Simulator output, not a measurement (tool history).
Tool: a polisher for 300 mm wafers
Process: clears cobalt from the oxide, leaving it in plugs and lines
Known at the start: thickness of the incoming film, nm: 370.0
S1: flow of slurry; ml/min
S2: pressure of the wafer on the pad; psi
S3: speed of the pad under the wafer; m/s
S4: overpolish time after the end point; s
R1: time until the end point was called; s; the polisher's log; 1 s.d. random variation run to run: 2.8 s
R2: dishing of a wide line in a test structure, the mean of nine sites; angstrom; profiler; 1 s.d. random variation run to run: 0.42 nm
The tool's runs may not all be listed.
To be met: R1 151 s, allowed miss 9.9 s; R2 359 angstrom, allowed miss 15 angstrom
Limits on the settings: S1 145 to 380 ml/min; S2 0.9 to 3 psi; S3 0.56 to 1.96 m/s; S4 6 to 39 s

run  hour   S1   S2    S3  S4      R1      R2
  1     0  245  1.9  1.26  20   76.05  376.09
  2   8.5  245  2.3  1.26  20  65.621  377.12
  3   9.4  245    2  1.16  21  76.745  377.78
  4  10.1  200    2  1.16  21   79.18  370.36
  5  18.7  200  1.6  1.16  21  95.657  355.88
  6  19.6  170  1.6  1.16  21  99.111  350.62
  7    23  170  1.4  1.12  23   112.2  342.53
  8  29.5  175  1.3   1.1  26  119.63  355.53
  9  36.2  175  1.2  1.08  27  130.25  354.25

Which single option among these 5 for the next run brings every result within its allowed miss of target? Just one does.
  A  42.9  200  1.2   0.9  33   ?   ?
  B  42.9  210  1.3  1.08  23   ?   ?
  C  42.9  150  1.4   1.3  19   ?   ?
  D  42.9  150  1.3  1.18  25   ?   ?
  E  42.9  145  1.2  1.38  22   ?   ?

move      R1      R2
   A  149.73  360.67
   B  119.23  344.26
   C  101.15  340.14
   D  116.84  355.82
   E  108.54   349.4
A: meets every target
B: moves away from the targets compared with the last run
C: moves away from the targets compared with the last run
D: moves away from the targets compared with the last run
E: moves away from the targets compared with the last run
The move that meets every target is A.
